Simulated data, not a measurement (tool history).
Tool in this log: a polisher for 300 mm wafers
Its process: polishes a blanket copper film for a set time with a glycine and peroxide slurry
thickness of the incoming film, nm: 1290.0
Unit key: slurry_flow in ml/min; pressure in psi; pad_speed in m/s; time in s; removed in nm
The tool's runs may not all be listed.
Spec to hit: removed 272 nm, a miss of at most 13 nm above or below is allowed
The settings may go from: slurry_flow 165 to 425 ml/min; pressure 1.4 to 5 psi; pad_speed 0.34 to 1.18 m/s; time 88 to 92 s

run	hour	slurry_flow	pressure	pad_speed	time	removed
1	0	275	3.2	0.76	88	414.35
2	5.5	275	3.9	0.76	88	468.13
3	10.1	305	3.9	0.76	88	469.01
4	17.6	345	3.9	0.76	88	464.29
5	18.7	345	3.9	0.76	92	495.49
6	27.1	345	3.2	0.76	92	445.04
7	30.6	345	3.1	0.74	92	428.93
8	39.5	345	2.2	0.66	91	325.98
9	47.4	345	2.1	0.66	91	320.71

Of the 4 settings listed for the next run, only one would bring every result within its allowed miss of target. Which one?
A	55.3	330	2.3	0.76	89	?
B	55.3	355	2.1	0.46	88	?
C	55.3	300	2.2	0.46	88	?
D	55.3	340	1.6	0.64	89	?

move	removed
A	367.88
B	246.04
C	246.79
D	280.66
A: misses by more than the last run did
B: moves the result that the last run missed by most past its target, out the other side
C: moves the result that the last run missed by most past its target, out the other side
D: in spec on every target
D meets every target.

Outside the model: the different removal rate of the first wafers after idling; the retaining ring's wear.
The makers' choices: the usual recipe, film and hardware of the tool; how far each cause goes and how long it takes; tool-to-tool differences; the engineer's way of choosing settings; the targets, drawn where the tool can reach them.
